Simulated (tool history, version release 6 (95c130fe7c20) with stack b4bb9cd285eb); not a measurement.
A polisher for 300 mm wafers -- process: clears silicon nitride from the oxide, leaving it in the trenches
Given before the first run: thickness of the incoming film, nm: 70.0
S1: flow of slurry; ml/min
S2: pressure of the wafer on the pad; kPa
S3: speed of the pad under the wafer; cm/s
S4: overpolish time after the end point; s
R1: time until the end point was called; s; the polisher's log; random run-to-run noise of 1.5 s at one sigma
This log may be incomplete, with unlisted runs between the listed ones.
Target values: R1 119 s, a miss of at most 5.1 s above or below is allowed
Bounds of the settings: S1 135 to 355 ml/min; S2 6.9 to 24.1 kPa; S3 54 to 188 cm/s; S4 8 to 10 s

{"run": 1, "hour": 0.0, "S1": 225, "S2": 15.2, "S3": 120, "S4": 10, "R1": 67.731}
{"run": 2, "hour": 5.9, "S1": 225, "S2": 13.1, "S3": 120, "S4": 10, "R1": 78.886}
{"run": 3, "hour": 9.5, "S1": 225, "S2": 13.1, "S3": 120, "S4": 8, "R1": 78.086}
{"run": 4, "hour": 11.7, "S1": 225, "S2": 12.4, "S3": 120, "S4": 8, "R1": 83.723}
{"run": 5, "hour": 13.2, "S1": 225, "S2": 11.7, "S3": 120, "S4": 8, "R1": 86.28}
{"run": 6, "hour": 18.9, "S1": 225, "S2": 11.7, "S3": 138, "S4": 8, "R1": 76.065}
{"run": 7, "hour": 23.7, "S1": 225, "S2": 11, "S3": 136, "S4": 8, "R1": 80.239}
{"run": 8, "hour": 30.8, "S1": 225, "S2": 10.3, "S3": 134, "S4": 8, "R1": 88.464}
{"run": 9, "hour": 34.8, "S1": 225, "S2": 9.7, "S3": 134, "S4": 8, "R1": 92.516}
{"run": 10, "hour": 37.0, "S1": 225, "S2": 9, "S3": 134, "S4": 8, "R1": 98.188}

5 candidate next runs follow, results not yet known. Just one meets every target within its allowed miss. Identify it.
{"run": "A", "hour": 39.2, "S1": 180, "S2": 8.3, "S3": 140, "S4": 8, "R1": "?"}
{"run": "B", "hour": 39.2, "S1": 220, "S2": 8.3, "S3": 142, "S4": 8, "R1": "?"}
{"run": "C", "hour": 39.2, "S1": 220, "S2": 9, "S3": 104, "S4": 8, "R1": "?"}
{"run": "D", "hour": 39.2, "S1": 235, "S2": 7.6, "S3": 134, "S4": 10, "R1": "?"}
{"run": "E", "hour": 39.2, "S1": 285, "S2": 10.3, "S3": 108, "S4": 8, "R1": "?"}

move=A R1=106.75
move=B R1=103.6
move=C R1=129.96
move=D R1=118.35
move=E R1=107.3
A: closer than the last run, but not yet in spec
B: closer than the last run, but not yet in spec
C: takes the biggest miss from the last run beyond its target
D: meets every target
E: closer than the last run, but not yet in spec
The right move is D.

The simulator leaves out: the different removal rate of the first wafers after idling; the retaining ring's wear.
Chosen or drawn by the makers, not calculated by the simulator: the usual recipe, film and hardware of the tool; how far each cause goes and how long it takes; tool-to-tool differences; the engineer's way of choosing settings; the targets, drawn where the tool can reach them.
